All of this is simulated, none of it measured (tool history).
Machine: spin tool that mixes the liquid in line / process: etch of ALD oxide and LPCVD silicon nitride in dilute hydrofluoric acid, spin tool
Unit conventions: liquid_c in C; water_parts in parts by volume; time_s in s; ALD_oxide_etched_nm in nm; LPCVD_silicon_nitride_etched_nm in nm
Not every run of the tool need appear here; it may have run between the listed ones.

run    day  liquid_c  water_parts  time_s  ALD_oxide_etched_nm  LPCVD_silicon_nitride_etched_nm
  1  0.000      21.0          225     180               8.3922                          0.31191
  2  0.346      23.0          200     180              10.4210                          0.39478
  3  0.692      24.5          180     180              12.7040                          0.44040
  4  0.729      25.5          170     180              14.0140                          0.59047
  5  1.029      26.0          160     180              15.3070                          0.63998
  6  1.317      23.5          160     180              13.8810                          0.58054
  7  1.621      25.0          155     180              15.2660                          0.44501
  8  1.767      26.0          155     180              15.7350                          0.81139
  9  1.962      26.0          145     180              17.1760                          0.60159

Predict the results of run 10:
 10  2.158      26.5          145     180                    ?                                ?

ALD_oxide_etched_nm: 17.5270 nm
LPCVD_silicon_nitride_etched_nm: 0.74468 nm
